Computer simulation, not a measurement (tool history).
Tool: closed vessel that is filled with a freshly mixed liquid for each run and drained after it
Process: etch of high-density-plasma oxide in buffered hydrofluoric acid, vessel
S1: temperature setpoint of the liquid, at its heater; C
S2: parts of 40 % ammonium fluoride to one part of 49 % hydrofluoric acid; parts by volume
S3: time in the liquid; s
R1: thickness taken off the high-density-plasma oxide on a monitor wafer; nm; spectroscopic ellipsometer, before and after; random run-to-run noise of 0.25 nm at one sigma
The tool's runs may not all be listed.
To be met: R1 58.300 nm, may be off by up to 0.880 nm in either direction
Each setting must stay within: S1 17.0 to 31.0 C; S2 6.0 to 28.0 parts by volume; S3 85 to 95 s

Run 1, day 0.000: S1 23.0 C, S2 17.0 parts by volume, S3 85 s. Result: R1 86.986 nm.
Run 2, day 0.129: S1 22.0 C, S2 17.0 parts by volume, S3 85 s. Result: R1 81.518 nm.
Run 3, day 0.496: S1 22.0 C, S2 17.0 parts by volume, S3 95 s. Result: R1 91.395 nm.
Run 4, day 0.867: S1 21.5 C, S2 17.5 parts by volume, S3 95 s. Result: R1 86.078 nm.
Run 5, day 1.121: S1 21.0 C, S2 17.5 parts by volume, S3 95 s. Result: R1 84.490 nm.
Run 6, day 1.192: S1 21.0 C, S2 21.5 parts by volume, S3 95 s. Result: R1 70.123 nm.
Run 7, day 1.392: S1 20.5 C, S2 21.5 parts by volume, S3 95 s. Result: R1 68.258 nm.
Run 8, day 1.421: S1 17.0 C, S2 21.5 parts by volume, S3 95 s. Result: R1 56.380 nm.

Exactly one of the 4 candidate moves below puts every result within its allowed miss. Which one?
Run A, day 1.450: S1 17.5 C, S2 21.0 parts by volume, S3 95 s. Result: R1 ?.
Run B, day 1.450: S1 17.5 C, S2 21.5 parts by volume, S3 90 s. Result: R1 ?.
Run C, day 1.450: S1 17.0 C, S2 20.5 parts by volume, S3 90 s. Result: R1 ?.
Run D, day 1.450: S1 17.0 C, S2 21.0 parts by volume, S3 90 s. Result: R1 ?.

move      R1
   A  58.854
   B  54.857
   C  55.094
   D  54.184
A: hits every target within its allowed miss
B: its largest miss is bigger than the last run's
C: its largest miss is bigger than the last run's
D: its largest miss is bigger than the last run's
Correct choice: A, which meets every target

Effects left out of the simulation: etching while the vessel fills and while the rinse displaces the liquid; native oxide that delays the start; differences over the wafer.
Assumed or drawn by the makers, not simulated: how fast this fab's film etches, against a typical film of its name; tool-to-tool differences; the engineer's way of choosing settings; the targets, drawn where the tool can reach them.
